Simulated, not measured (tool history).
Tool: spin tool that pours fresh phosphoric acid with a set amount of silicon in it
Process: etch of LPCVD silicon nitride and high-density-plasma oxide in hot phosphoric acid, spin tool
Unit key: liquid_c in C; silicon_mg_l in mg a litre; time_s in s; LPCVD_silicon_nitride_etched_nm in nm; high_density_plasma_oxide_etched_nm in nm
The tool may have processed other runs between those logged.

| run | hour | liquid_c | silicon_mg_l | time_s | LPCVD_silicon_nitride_etched_nm | high_density_plasma_oxide_etched_nm |
|---|---|---|---|---|---|---|
| 1 | 0 | 163 | 10.5 | 180 | 16.721 | 0.59778 |
| 2 | 6.5 | 163 | 10.5 | 140 | 13.02 | 0.45829 |
| 3 | 13.3 | 162 | 7 | 120 | 10.869 | 0.41689 |
| 4 | 17.8 | 162 | 1 | 120 | 10.823 | 0.41365 |
| 5 | 20.6 | 162 | 6 | 120 | 10.897 | 0.41271 |
| 6 | 28.3 | 162 | 0.5 | 120 | 10.827 | 0.45047 |

The next listed run, before its measurement:
| 7 | 32.1 | 161 | 0.5 | 115 | ? | ? |

Run 7 came out at LPCVD_silicon_nitride_etched_nm 10.026 nm, high_density_plasma_oxide_etched_nm 0.3985 nm.
